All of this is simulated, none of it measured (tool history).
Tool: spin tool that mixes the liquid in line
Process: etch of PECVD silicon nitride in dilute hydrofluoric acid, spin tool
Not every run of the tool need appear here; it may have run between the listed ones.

run  hour  temperature setpoint of the liquid (C)  parts of water to one part of 49 % hydrofluoric acid (parts by volume)  time under the liquid (s)  thickness taken off the PECVD silicon nitride on a monitor wafer (nm)
  1   0.0                                    20.0                                                                     110                         65                                                                 2.6690
  2   2.7                                    21.5                                                                     110                         65                                                                 2.9952
  3   5.9                                    21.5                                                                     145                         65                                                                 2.2911
  4   9.2                                    22.5                                                                     145                         65                                                                 2.4160
  5  11.7                                    23.5                                                                     145                         65                                                                 2.5806
  6  15.1                                    24.5                                                                     145                         65                                                                 2.7838
  7  22.1                                    25.0                                                                     145                         65                                                                 2.8790

The next listed run, before its measurement:
  8  29.0                                    25.5                                                                     145                         65                                                                      ?

Run 8 produced thickness taken off the PECVD silicon nitride on a monitor wafer (nm) 2.9689.

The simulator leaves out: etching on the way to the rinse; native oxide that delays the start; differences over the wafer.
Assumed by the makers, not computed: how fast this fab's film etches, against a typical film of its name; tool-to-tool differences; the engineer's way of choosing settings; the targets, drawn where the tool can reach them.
